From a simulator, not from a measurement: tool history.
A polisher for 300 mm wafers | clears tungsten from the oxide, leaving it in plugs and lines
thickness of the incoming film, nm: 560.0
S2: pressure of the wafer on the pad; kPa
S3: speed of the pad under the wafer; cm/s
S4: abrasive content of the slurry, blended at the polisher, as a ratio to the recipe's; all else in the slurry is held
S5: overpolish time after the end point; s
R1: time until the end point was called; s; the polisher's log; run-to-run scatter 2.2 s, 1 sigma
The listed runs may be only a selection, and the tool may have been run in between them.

Run 1, hour 0.0: flow of slurry (ml/min) 240, S2 27.6 kPa, S3 126 cm/s, S4 1.00, S5 4 s. Result: R1 105.450 s.
Run 2, hour 2.5: flow of slurry (ml/min) 240, S2 27.6 kPa, S3 144 cm/s, S4 1.00, S5 4 s. Result: R1 90.066 s.
Run 3, hour 6.2: flow of slurry (ml/min) 240, S2 24.1 kPa, S3 142 cm/s, S4 1.00, S5 4 s. Result: R1 103.760 s.
Run 4, hour 6.8: flow of slurry (ml/min) 265, S2 24.1 kPa, S3 142 cm/s, S4 1.00, S5 4 s. Result: R1 101.220 s.
Run 5, hour 14.9: flow of slurry (ml/min) 265, S2 24.1 kPa, S3 142 cm/s, S4 1.15, S5 4 s. Result: R1 97.821 s.
Run 6, hour 19.6: flow of slurry (ml/min) 265, S2 20.7 kPa, S3 140 cm/s, S4 1.15, S5 4 s. Result: R1 111.130 s.
At hour 21.4: slurry nozzle cleaned.
Run 7, hour 21.4: flow of slurry (ml/min) 265, S2 18.6 kPa, S3 138 cm/s, S4 1.15, S5 4 s. Result: R1 115.610 s.

What will run 8 give?
Run 8, hour 29.8: flow of slurry (ml/min) 265, S2 16.5 kPa, S3 136 cm/s, S4 1.15, S5 4 s. Result: R1 ?.

{"run 8": {"R1": 129.73}}
